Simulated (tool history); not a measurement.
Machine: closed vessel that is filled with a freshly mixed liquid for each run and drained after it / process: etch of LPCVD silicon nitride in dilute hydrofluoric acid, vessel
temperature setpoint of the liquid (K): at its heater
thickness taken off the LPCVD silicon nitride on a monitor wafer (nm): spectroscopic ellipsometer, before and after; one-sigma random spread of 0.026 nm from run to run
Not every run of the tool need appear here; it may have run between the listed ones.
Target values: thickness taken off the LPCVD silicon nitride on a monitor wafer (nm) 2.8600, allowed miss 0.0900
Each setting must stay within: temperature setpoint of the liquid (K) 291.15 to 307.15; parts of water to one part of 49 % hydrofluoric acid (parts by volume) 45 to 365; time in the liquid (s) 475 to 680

run    day  temperature setpoint of the liquid (K)  parts of water to one part of 49 % hydrofluoric acid (parts by volume)  time in the liquid (s)  thickness taken off the LPCVD silicon nitride on a monitor wafer (nm)
  1  0.000                                  299.15                                                                     205                     680                                                                 2.4641
  2  0.192                                  299.65                                                                     205                     680                                                                 2.5799
  3  0.521                                  300.15                                                                     205                     680                                                                 2.6327
  4  0.875                                  300.15                                                                     270                     680                                                                 1.9693
  5  1.025                                  300.15                                                                     220                     680                                                                 2.4240
  6  1.283                                  301.15                                                                     220                     680                                                                 2.5649
  7  1.483                                  301.65                                                                     220                     680                                                                 2.6662
  8  1.808                                  302.15                                                                     220                     680                                                                 2.7177

Which single option among these 5 for the next run brings every result within its allowed miss of target? Just one does.
  A  2.133                                  301.15                                                                     190                     680                                                                      ?
  B  2.133                                  301.15                                                                     220                     655                                                                      ?
  C  2.133                                  300.65                                                                     210                     680                                                                      ?
  D  2.133                                  302.65                                                                     230                     680                                                                      ?
  E  2.133                                  302.65                                                                     210                     665                                                                      ?

move  thickness taken off the LPCVD silicon nitride on a monitor wafer (nm)
   A                                                                 2.9975
   B                                                                 2.4867
   C                                                                 2.6271
   D                                                                 2.6948
   E                                                                 2.8938
A: carries the result that was furthest off beyond its target, to the other side
B: further off than the last run
C: further off than the last run
D: further off than the last run
E: hits every target within its allowed miss
Move E is the one to make.
